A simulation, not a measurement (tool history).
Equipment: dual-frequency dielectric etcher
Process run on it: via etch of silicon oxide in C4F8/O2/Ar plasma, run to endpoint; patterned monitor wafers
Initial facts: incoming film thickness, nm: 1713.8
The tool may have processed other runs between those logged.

run  hour  source power (kW)  bias power (kW)  endpoint time (s)
  1   0.0              1.670            2.069             359.46
  2   4.2              1.760            2.115             347.53
  3  11.6              1.760            1.802             363.07
  4  12.5              1.860            1.846             357.79
  5  19.7              1.950            1.930             344.33
  6  21.4              1.950            2.190             333.56
  7  25.4              1.990            2.213             332.12

The next listed run, before its measurement:
  8  29.9              2.020            2.237                  ?

endpoint time (s): 334.07

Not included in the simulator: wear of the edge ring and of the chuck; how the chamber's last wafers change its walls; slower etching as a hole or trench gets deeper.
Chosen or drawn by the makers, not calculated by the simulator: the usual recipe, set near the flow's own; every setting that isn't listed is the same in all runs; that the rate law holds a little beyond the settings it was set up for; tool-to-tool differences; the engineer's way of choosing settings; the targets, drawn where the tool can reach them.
